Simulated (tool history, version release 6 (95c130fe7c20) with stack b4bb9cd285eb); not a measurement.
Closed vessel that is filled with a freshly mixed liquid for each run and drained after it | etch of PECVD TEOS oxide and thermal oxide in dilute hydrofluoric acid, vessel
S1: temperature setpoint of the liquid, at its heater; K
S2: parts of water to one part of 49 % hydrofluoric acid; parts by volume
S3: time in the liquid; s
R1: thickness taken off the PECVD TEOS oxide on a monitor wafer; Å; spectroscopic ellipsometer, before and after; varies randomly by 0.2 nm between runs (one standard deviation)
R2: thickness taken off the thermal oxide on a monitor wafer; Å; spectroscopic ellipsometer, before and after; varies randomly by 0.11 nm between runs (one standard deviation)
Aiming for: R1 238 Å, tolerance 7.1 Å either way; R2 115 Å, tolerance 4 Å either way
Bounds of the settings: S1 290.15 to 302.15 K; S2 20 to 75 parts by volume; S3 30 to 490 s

| run | hour | S1 | S2 | S3 | R1 | R2 |
|---|---|---|---|---|---|---|
| 1 | 0 | 294.15 | 45 | 250 | 562.12 | 268.88 |
| 2 | 2.7 | 294.15 | 45 | 195 | 436.97 | 207.69 |
| 3 | 9.8 | 292.15 | 45 | 195 | 401.5 | 194.39 |
| 4 | 11.3 | 292.15 | 45 | 135 | 278.32 | 132.68 |
|  | 12.1 | hydrofluoric acid flow meter replaced |
| 5 | 12.1 | 291.65 | 45 | 135 | 260.83 | 124.41 |
| 6 | 19.6 | 293.65 | 45 | 135 | 281.44 | 133.99 |
| 7 | 28.4 | 293.15 | 45 | 135 | 272.8 | 132.36 |
| 8 | 37 | 290.65 | 45 | 135 | 245.17 | 119.61 |

Of the 4 settings listed for the next run, only one would bring every result within its allowed miss of target. Which one?
| A | 45.6 | 291.15 | 45 | 135 | ? | ? |
| B | 45.6 | 290.65 | 50 | 145 | ? | ? |
| C | 45.6 | 292.65 | 50 | 145 | ? | ? |
| D | 45.6 | 297.65 | 40 | 90 | ? | ? |

| move | R1 | R2 |
|---|---|---|
| A | 248.03 | 120.98 |
| B | 233.3 | 113.79 |
| C | 254.24 | 124.01 |
| D | 246.42 | 120.19 |
A: moves away from the targets compared with the last run
B: each result inside its tolerance
C: moves away from the targets compared with the last run
D: moves away from the targets compared with the last run
Correct choice: B, which meets every target
